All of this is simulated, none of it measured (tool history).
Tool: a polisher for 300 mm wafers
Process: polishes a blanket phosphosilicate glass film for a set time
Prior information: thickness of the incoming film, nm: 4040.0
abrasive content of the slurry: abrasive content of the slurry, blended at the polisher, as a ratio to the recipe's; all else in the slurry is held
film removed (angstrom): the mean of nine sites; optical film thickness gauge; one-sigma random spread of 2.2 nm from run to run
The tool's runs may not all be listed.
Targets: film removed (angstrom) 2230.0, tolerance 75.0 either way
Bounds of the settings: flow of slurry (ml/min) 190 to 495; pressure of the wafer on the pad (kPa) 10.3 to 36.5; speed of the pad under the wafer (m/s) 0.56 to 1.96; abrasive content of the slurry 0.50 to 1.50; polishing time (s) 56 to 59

| run | hour | flow of slurry (ml/min) | pressure of the wafer on the pad (kPa) | speed of the pad under the wafer (m/s) | abrasive content of the slurry | polishing time (s) | film removed (angstrom) |
|---|---|---|---|---|---|---|---|
| 1 | 0.0 | 320 | 23.4 | 1.26 | 1.00 | 56 | 4963.9 |
| 2 | 8.4 | 320 | 21.4 | 1.20 | 1.00 | 56 | 4388.0 |
| 3 | 15.9 | 320 | 19.3 | 1.14 | 1.00 | 56 | 3811.2 |
| 4 | 18.0 | 290 | 19.3 | 1.14 | 1.00 | 56 | 3766.4 |
|  | 24.3 | slurry blender recalibrated |
| 5 | 24.3 | 290 | 19.3 | 1.14 | 0.80 | 56 | 3719.5 |
| 6 | 31.1 | 290 | 17.9 | 1.10 | 0.80 | 56 | 3412.4 |
| 7 | 38.0 | 290 | 16.5 | 1.08 | 0.80 | 56 | 3156.1 |
| 8 | 45.9 | 290 | 15.2 | 1.06 | 0.80 | 56 | 2874.6 |
| 9 | 52.5 | 290 | 14.5 | 1.06 | 0.80 | 56 | 2767.1 |
| 10 | 55.5 | 290 | 13.8 | 1.06 | 0.80 | 56 | 2681.0 |
| 11 | 62.0 | 290 | 13.8 | 1.06 | 0.80 | 56 | 2658.8 |
| 12 | 68.1 | 290 | 10.3 | 1.00 | 0.80 | 56 | 1991.6 |

Next run, 5 choices. One meets every target within its allowed miss, the rest don't. Which?
| A | 74.2 | 290 | 13.1 | 0.90 | 0.80 | 59 | ? |
| B | 74.2 | 295 | 20.7 | 0.72 | 0.50 | 59 | ? |
| C | 74.2 | 335 | 10.3 | 1.22 | 0.85 | 56 | ? |
| D | 74.2 | 265 | 11.7 | 1.12 | 0.60 | 58 | ? |
| E | 74.2 | 190 | 10.3 | 0.86 | 1.15 | 56 | ? |

| move | film removed (angstrom) |
|---|---|
| A | 2325.4 |
| B | 2200.8 |
| C | 2423.6 |
| D | 2100.6 |
| E | 1988.1 |
A: takes the biggest miss from the last run beyond its target
B: all results land within tolerance of their targets
C: takes the biggest miss from the last run beyond its target
D: closer than the last run, but not yet in spec
E: roughly where the last run was
Correct choice: B, which meets every target
